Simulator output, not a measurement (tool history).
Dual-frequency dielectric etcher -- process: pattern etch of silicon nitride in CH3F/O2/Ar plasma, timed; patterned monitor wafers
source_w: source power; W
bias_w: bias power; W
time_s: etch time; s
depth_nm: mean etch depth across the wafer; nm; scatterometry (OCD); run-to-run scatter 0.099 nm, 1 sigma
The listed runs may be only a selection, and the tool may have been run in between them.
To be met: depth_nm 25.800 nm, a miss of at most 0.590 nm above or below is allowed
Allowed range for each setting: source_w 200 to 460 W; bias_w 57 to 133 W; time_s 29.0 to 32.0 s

| run | day | source_w | bias_w | time_s | depth_nm |
|---|---|---|---|---|---|
| 1 | 0.000 | 330 | 95 | 32.0 | 22.266 |
| 2 | 0.075 | 360 | 95 | 32.0 | 22.996 |
| 3 | 0.125 | 370 | 96 | 32.0 | 23.738 |
| 4 | 0.308 | 410 | 96 | 32.0 | 24.656 |
| 5 | 0.642 | 410 | 82 | 32.0 | 22.528 |
| 6 | 0.721 | 410 | 82 | 29.0 | 20.435 |
| 7 | 0.758 | 410 | 85 | 29.0 | 20.863 |
| 8 | 0.779 | 410 | 88 | 29.0 | 21.381 |

Pick the move, out of 5, that brings all results within their allowed miss; only one does.
| A | 0.800 | 420 | 97 | 30.5 | ? |
| B | 0.800 | 430 | 98 | 32.0 | ? |
| C | 0.800 | 400 | 88 | 32.0 | ? |
| D | 0.800 | 330 | 90 | 30.0 | ? |
| E | 0.800 | 460 | 77 | 32.0 | ? |

| move | depth_nm |
|---|---|
| A | 23.957 |
| B | 25.563 |
| C | 23.205 |
| D | 20.055 |
| E | 22.884 |
A: nearer than the last run, and not there yet
B: meets every target
C: nearer than the last run, and not there yet
D: its largest miss is bigger than the last run's
E: nearer than the last run, and not there yet
Go with B: it meets all targets.
